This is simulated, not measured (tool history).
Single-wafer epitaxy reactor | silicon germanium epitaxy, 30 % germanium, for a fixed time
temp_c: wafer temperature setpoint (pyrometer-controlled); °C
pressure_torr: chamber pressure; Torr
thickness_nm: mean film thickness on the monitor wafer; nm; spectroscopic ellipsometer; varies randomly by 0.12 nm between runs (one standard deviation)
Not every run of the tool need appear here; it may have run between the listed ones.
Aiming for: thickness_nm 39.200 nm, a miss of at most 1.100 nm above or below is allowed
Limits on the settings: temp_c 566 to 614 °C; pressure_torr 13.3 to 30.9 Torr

| run | hour | temp_c | pressure_torr | thickness_nm |
|---|---|---|---|---|
| 1 | 0.0 | 590 | 22.1 | 45.569 |
| 2 | 2.0 | 590 | 24.6 | 47.093 |
| 3 | 3.7 | 598 | 24.6 | 53.446 |
| 4 | 12.7 | 593 | 24.3 | 49.431 |
| 5 | 19.3 | 593 | 27.4 | 51.342 |
| 6 | 22.6 | 593 | 24.9 | 49.492 |
| 7 | 24.3 | 589 | 24.7 | 46.507 |
| 8 | 28.2 | 586 | 24.5 | 44.137 |
| 9 | 35.0 | 584 | 24.4 | 42.740 |
| 10 | 37.9 | 582 | 24.3 | 41.105 |
| 11 | 39.7 | 581 | 24.3 | 40.513 |

Which one of the following 4 next-run settings gets every result inside its allowed miss? There is exactly one.
| A | 41.5 | 575 | 23.8 | ? |
| B | 41.5 | 582 | 25.6 | ? |
| C | 41.5 | 584 | 22.6 | ? |
| D | 41.5 | 578 | 26.1 | ? |

| move | thickness_nm |
|---|---|
| A | 36.233 |
| B | 41.776 |
| C | 41.432 |
| D | 39.319 |
A: the result that was furthest off in the last run now lies on the other side of its target
B: misses by more than the last run did
C: misses by more than the last run did
D: every result within its allowed miss
D meets every target.

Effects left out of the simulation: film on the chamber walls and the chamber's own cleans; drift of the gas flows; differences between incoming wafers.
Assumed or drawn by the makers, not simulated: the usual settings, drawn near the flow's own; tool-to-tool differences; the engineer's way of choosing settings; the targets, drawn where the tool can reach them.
